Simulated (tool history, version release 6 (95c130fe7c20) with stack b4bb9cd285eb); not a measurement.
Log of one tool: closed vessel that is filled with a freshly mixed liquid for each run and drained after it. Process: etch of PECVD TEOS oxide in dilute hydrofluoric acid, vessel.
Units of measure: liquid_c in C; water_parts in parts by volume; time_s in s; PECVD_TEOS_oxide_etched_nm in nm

run,hour,liquid_c,water_parts,time_s,PECVD_TEOS_oxide_etched_nm
1,0,21,170,370,20.87
2,4.7,21,205,370,16.766
3,6.2,23,205,370,17.88
4,9.1,23,205,395,18.815
5,10.7,24.5,170,395,25.349
6,13.4,25.5,145,395,32.035
7,16.6,29,105,395,52.271

The next listed run, before its measurement:
8,20.9,28.5,105,395,?

Run 8 produced PECVD_TEOS_oxide_etched_nm 50.572 nm.

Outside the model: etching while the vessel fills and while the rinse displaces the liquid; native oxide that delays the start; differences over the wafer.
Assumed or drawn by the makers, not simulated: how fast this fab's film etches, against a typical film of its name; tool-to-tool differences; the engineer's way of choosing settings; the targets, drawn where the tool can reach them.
